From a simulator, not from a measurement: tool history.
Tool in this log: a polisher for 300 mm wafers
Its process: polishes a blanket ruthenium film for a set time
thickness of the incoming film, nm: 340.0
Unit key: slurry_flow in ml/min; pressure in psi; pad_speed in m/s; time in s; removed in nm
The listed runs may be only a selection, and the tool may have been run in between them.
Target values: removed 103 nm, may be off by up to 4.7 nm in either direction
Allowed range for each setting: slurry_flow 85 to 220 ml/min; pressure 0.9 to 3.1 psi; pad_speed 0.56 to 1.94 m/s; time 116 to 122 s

run 1 hour=0 | slurry_flow=140 pressure=2 pad_speed=1.24 time=116 | removed=154.38
run 2 hour=2.4 | slurry_flow=110 pressure=2 pad_speed=1.24 time=116 | removed=139.44
run 3 hour=6.9 | slurry_flow=120 pressure=2 pad_speed=1.24 time=116 | removed=143.54
run 4 hour=9 | slurry_flow=120 pressure=2 pad_speed=1.24 time=122 | removed=156.55
run 5 hour=17.9 | slurry_flow=150 pressure=2 pad_speed=1.24 time=122 | removed=157.21
run 6 hour=23.5 | slurry_flow=150 pressure=2 pad_speed=1.24 time=116 | removed=156.39
run 7 hour=28.2 | slurry_flow=145 pressure=1.9 pad_speed=1.24 time=116 | removed=144.7
run 8 hour=35.5 | slurry_flow=140 pressure=1.8 pad_speed=1.24 time=116 | removed=138.03
run 9 hour=36.6 | slurry_flow=135 pressure=1.7 pad_speed=1.24 time=116 | removed=130.92
run 10 hour=41.9 | slurry_flow=130 pressure=1.6 pad_speed=1.24 time=116 | removed=125.38
run 11 hour=47.7 | slurry_flow=125 pressure=1.5 pad_speed=1.24 time=116 | removed=112.9
run 12 hour=54 | slurry_flow=120 pressure=1.5 pad_speed=1.24 time=116 | removed=114.11
run 13 hour=58.3 | slurry_flow=115 pressure=1.5 pad_speed=1.24 time=116 | removed=112.69

Consider the 4 candidate settings below. Which is the only one whose results all fall within their allowed miss of target?
run A hour=62.6 | slurry_flow=105 pressure=1.6 pad_speed=1.28 time=122 | removed=?
run B hour=62.6 | slurry_flow=125 pressure=1.7 pad_speed=1.12 time=116 | removed=?
run C hour=62.6 | slurry_flow=95 pressure=1.4 pad_speed=1.34 time=122 | removed=?
run D hour=62.6 | slurry_flow=140 pressure=1.9 pad_speed=0.88 time=116 | removed=?

move=A removed=127.64
move=B removed=117.14
move=C removed=116.44
move=D removed=104.33
A: further off than the last run
B: further off than the last run
C: further off than the last run
D: in spec on every target
Answer: D

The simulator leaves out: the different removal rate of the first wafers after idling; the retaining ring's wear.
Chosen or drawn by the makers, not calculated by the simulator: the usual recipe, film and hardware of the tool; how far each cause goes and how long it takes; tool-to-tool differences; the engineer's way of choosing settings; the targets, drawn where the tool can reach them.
